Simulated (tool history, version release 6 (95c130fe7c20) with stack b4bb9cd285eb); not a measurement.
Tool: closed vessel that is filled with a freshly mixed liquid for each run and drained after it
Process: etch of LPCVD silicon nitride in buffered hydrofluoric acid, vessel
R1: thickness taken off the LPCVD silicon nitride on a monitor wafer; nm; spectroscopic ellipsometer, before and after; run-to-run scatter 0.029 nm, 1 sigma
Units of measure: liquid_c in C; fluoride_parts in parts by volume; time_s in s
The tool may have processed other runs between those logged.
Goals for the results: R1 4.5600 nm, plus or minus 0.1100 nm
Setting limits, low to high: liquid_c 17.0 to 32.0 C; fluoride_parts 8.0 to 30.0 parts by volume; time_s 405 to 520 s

run 1 day=0.000 | liquid_c=24.0 fluoride_parts=22.5 time_s=520 | R1=3.5823
run 2 day=0.225 | liquid_c=25.5 fluoride_parts=22.5 time_s=520 | R1=3.8375
run 3 day=0.292 | liquid_c=25.5 fluoride_parts=22.5 time_s=520 | R1=3.8763
run 4 day=0.529 | liquid_c=25.5 fluoride_parts=22.5 time_s=405 | R1=3.0330
run 5 day=0.692 | liquid_c=25.5 fluoride_parts=18.5 time_s=405 | R1=3.5774
run 6 day=0.871 | liquid_c=27.5 fluoride_parts=18.5 time_s=405 | R1=3.9274
run 7 day=1.062 | liquid_c=28.5 fluoride_parts=18.5 time_s=405 | R1=4.1696
run 8 day=1.262 | liquid_c=29.0 fluoride_parts=18.5 time_s=405 | R1=4.2715
run 9 day=1.583 | liquid_c=29.5 fluoride_parts=18.5 time_s=405 | R1=4.4163

Consider the 4 candidate settings below. Which is the only one whose results all fall within their allowed miss of target?
run A day=1.904 | liquid_c=29.0 fluoride_parts=21.5 time_s=445 | R1=?
run B day=1.904 | liquid_c=28.5 fluoride_parts=20.5 time_s=450 | R1=?
run C day=1.904 | liquid_c=31.0 fluoride_parts=22.5 time_s=450 | R1=?
run D day=1.904 | liquid_c=27.0 fluoride_parts=16.5 time_s=405 | R1=?

move=A R1=4.1605
move=B R1=4.2326
move=C R1=4.5333
move=D R1=4.3208
A: moves away from the targets compared with the last run
B: moves away from the targets compared with the last run
C: in spec on every target
D: moves away from the targets compared with the last run
C meets every target.

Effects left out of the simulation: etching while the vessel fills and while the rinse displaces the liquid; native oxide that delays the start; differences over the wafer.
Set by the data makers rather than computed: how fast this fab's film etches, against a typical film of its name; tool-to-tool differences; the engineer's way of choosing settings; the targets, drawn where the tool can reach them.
